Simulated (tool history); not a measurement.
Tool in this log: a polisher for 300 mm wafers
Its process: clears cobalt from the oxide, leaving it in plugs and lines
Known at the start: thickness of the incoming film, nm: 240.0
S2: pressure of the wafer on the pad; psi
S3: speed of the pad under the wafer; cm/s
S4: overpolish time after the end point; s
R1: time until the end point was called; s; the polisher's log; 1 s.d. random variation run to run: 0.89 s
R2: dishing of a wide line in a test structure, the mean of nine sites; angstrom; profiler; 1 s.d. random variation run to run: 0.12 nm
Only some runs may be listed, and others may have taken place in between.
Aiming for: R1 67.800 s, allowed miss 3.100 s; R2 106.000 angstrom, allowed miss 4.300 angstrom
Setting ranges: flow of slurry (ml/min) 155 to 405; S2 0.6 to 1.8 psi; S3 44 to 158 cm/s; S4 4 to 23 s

{"run": 1, "hour": 0.0, "flow of slurry (ml/min)": 260, "S2": 1.2, "S3": 100, "S4": 12, "R1": 86.29, "R2": 210.28}
{"run": 2, "hour": 3.8, "flow of slurry (ml/min)": 260, "S2": 1.2, "S3": 124, "S4": 12, "R1": 68.556, "R2": 236.76}
{"run": 3, "hour": 9.3, "flow of slurry (ml/min)": 260, "S2": 1.2, "S3": 136, "S4": 12, "R1": 62.339, "R2": 253.73}
{"run": 4, "hour": 13.1, "flow of slurry (ml/min)": 260, "S2": 1.2, "S3": 112, "S4": 12, "R1": 76.196, "R2": 220.47}
{"run": 5, "hour": 14.5, "flow of slurry (ml/min)": 260, "S2": 1.2, "S3": 98, "S4": 12, "R1": 85.343, "R2": 202.97}
{"run": 6, "hour": 22.4, "flow of slurry (ml/min)": 260, "S2": 1.2, "S3": 72, "S4": 12, "R1": 115.99, "R2": 166.69}
{"run": 7, "hour": 26.1, "flow of slurry (ml/min)": 285, "S2": 1.4, "S3": 66, "S4": 10, "R1": 111.72, "R2": 146.04}
{"run": 8, "hour": 31.0, "flow of slurry (ml/min)": 320, "S2": 1.5, "S3": 72, "S4": 8, "R1": 98.763, "R2": 137.58}
{"run": 9, "hour": 37.9, "flow of slurry (ml/min)": 345, "S2": 1.6, "S3": 74, "S4": 7, "R1": 91.507, "R2": 131.66}
{"run": 10, "hour": 44.3, "flow of slurry (ml/min)": 360, "S2": 1.7, "S3": 76, "S4": 6, "R1": 84.261, "R2": 125.04}
{"run": 11, "hour": 52.5, "flow of slurry (ml/min)": 405, "S2": 1.8, "S3": 86, "S4": 4, "R1": 71.822, "R2": 102.43}

Below are 4 possible settings for the next run. Only one of them brings all results inside the allowed miss of their targets. Which is it?
{"run": "A", "hour": 60.7, "flow of slurry (ml/min)": 400, "S2": 1.4, "S3": 102, "S4": 5, "R1": "?", "R2": "?"}
{"run": "B", "hour": 60.7, "flow of slurry (ml/min)": 395, "S2": 1.8, "S3": 78, "S4": 4, "R1": "?", "R2": "?"}
{"run": "C", "hour": 60.7, "flow of slurry (ml/min)": 385, "S2": 1.8, "S3": 94, "S4": 4, "R1": "?", "R2": "?"}
{"run": "D", "hour": 60.7, "flow of slurry (ml/min)": 400, "S2": 1.7, "S3": 86, "S4": 5, "R1": "?", "R2": "?"}

move=A R1=74.768 R2=118.240
move=B R1=82.062 R2=90.504
move=C R1=68.666 R2=105.360
move=D R1=77.612 R2=114.670
A: its largest miss is bigger than the last run's
B: its largest miss is bigger than the last run's
C: in spec on every target
D: its largest miss is bigger than the last run's
The move that meets every target is C.

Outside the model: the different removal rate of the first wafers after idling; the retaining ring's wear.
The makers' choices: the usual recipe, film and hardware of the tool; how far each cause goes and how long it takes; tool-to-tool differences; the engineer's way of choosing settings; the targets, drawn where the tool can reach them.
